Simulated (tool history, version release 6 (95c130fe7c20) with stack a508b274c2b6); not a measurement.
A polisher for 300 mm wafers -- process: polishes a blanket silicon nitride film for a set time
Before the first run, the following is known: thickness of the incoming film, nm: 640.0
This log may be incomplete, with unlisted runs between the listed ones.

run  hour  flow of slurry (ml/min)  pressure of the wafer on the pad (psi)  speed of the pad under the wafer (m/s)  polishing time (s)  film removed (nm)
  1   0.0                      250                                     4.0                                    0.92                  28             43.919
  2   8.1                      210                                     4.0                                    0.92                  28             43.346
  3  14.2                      175                                     4.0                                    0.92                  28             41.996
  4  21.0                      175                                     4.0                                    0.92                  25             37.302
  5  25.1                      205                                     4.1                                    0.92                  25             39.485
  6  33.2                      225                                     4.3                                    0.92                  25             41.366
  7  36.4                      235                                     4.5                                    0.92                  25             44.543
  8  45.2                      250                                     4.6                                    0.92                  25             45.210
  9  46.3                      260                                     4.7                                    0.92                  25             46.876
 10  49.7                      270                                     4.7                                    0.92                  25             46.554
 11  50.5                      275                                     4.8                                    0.92                  25             47.338
 12  59.4                      280                                     4.9                                    0.92                  25             48.980

What does the tool deliver on the next run?
 13  65.8                      285                                     4.9                                    0.92                  25                  ?

Run 13 gave film removed (nm) 48.738.
